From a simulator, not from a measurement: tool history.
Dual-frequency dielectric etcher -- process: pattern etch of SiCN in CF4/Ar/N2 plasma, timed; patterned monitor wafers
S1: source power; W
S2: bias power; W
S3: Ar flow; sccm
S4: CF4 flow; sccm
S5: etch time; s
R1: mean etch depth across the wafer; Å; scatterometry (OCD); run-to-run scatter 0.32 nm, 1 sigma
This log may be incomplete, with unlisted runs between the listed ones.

{"run": 1, "hour": 0.0, "S1": 490, "S2": 88, "S3": 88, "S4": 59, "S5": 64.5, "R1": 627.61}
{"run": 2, "hour": 3.5, "S1": 500, "S2": 88, "S3": 88, "S4": 59, "S5": 64.5, "R1": 632.05}
{"run": 3, "hour": 9.7, "S1": 460, "S2": 88, "S3": 88, "S4": 59, "S5": 64.5, "R1": 596.69}
{"run": 4, "hour": 12.8, "S1": 460, "S2": 88, "S3": 97, "S4": 59, "S5": 64.5, "R1": 585.91}
{"run": 5, "hour": 16.5, "S1": 460, "S2": 96, "S3": 97, "S4": 59, "S5": 64.5, "R1": 596.75}
{"run": 6, "hour": 24.8, "S1": 480, "S2": 96, "S3": 97, "S4": 59, "S5": 64.5, "R1": 619.22}
{"run": 7, "hour": 29.6, "S1": 490, "S2": 96, "S3": 97, "S4": 59, "S5": 64.5, "R1": 632.99}
{"run": 8, "hour": 30.4, "S1": 500, "S2": 96, "S3": 97, "S4": 59, "S5": 64.5, "R1": 645.38}
{"run": 9, "hour": 39.4, "S1": 510, "S2": 96, "S3": 97, "S4": 59, "S5": 64.5, "R1": 652.85}
{"run": 10, "hour": 46.6, "S1": 520, "S2": 96, "S3": 97, "S4": 59, "S5": 64.5, "R1": 668.7}

Estimate the outcome of run 11 from the log above:
{"run": 11, "hour": 52.2, "S1": 530, "S2": 96, "S3": 97, "S4": 59, "S5": 64.5, "R1": "?"}

R1: 675.23 Å
